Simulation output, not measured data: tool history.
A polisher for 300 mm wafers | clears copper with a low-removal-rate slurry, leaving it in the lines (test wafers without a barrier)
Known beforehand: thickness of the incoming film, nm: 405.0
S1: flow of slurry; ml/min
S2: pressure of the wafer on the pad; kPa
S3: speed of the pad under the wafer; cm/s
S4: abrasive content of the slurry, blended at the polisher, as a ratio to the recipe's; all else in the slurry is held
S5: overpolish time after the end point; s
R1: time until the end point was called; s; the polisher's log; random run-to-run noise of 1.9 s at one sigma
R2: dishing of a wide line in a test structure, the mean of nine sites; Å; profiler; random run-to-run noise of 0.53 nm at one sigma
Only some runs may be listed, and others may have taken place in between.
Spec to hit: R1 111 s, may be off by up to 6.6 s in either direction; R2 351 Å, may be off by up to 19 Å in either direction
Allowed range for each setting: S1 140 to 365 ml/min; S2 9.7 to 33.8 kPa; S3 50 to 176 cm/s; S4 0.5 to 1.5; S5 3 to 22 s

run,hour,S1,S2,S3,S4,S5,R1,R2
1,0,235,21.4,112,1,11,130.87,231.31
2,1.5,235,24.8,112,1,11,115.95,268.3
3,8.3,235,24.8,112,1,6,112.49,154.88
4,9.1,235,25.5,112,1,8,112.46,207.6
5,17.8,235,25.5,112,1,12,109.57,297.06
6,26.4,235,25.5,112,1,13,107.57,313.75
7,31.6,235,24.8,112,1,13,111.7,299.68
8,35.8,235,24.8,112,1,14,112.66,328.27

Consider the 5 candidate settings below. Which is the only one whose results all fall within their allowed miss of target?
A,40,180,25.5,120,0.95,15,?,?
B,40,240,22.8,136,0.75,12,?,?
C,40,280,21.4,158,0.7,12,?,?
D,40,250,24.8,120,1,12,?,?
E,40,230,25.5,104,1.05,13,?,?

move,R1,R2
A,112.95,351.82
B,115.66,285.64
C,109.75,297.85
D,109.7,299.53
E,117.43,302.81
A: every result within its allowed miss
B: lands further from the targets than the last run did
C: lands further from the targets than the last run did
D: lands further from the targets than the last run did
E: lands further from the targets than the last run did
Go with A: it meets all targets.
